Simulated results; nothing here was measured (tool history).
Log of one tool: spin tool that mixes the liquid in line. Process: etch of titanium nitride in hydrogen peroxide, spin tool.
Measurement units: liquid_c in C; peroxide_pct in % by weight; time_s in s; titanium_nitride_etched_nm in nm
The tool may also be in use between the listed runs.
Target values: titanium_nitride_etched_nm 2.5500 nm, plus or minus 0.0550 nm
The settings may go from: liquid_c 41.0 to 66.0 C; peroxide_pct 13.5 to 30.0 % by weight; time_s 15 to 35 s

run  hour  liquid_c  peroxide_pct  time_s  titanium_nitride_etched_nm
  1   0.0      57.0          25.5      35                      3.8597
  2   4.4      56.5          25.5      35                      3.8009
  3   5.5      56.0          25.5      35                      3.6388
  4   6.9      55.5          25.5      35                      3.5156
  5  15.8      55.0          25.5      35                      3.3969
  6  18.6      55.0          25.5      35                      3.4003
  7  26.2      54.5          25.5      35                      3.2502
  8  32.8      54.0          25.5      35                      3.1480
  9  37.9      53.5          25.5      35                      3.0513
 10  39.8      53.0          25.5      35                      2.9382
 11  43.2      52.0          25.5      35                      2.7216
 12  48.3      51.5          25.5      35                      2.6360

Which one of the following 4 next-run settings gets every result inside its allowed miss? There is exactly one.
  A  53.4      51.0          30.0      35                           ?
  B  53.4      51.0          21.5      35                           ?
  C  53.4      63.5          29.5      15                           ?
  D  53.4      51.0          26.0      35                           ?

move  titanium_nitride_etched_nm
   A                      2.6313
   B                      2.4465
   C                      2.7096
   D                      2.5495
A: moves toward the targets from the last run without getting all of them in spec
B: pushes the last run's worst result past its target
C: moves away from the targets compared with the last run
D: each result inside its tolerance
Move D is the one to make.

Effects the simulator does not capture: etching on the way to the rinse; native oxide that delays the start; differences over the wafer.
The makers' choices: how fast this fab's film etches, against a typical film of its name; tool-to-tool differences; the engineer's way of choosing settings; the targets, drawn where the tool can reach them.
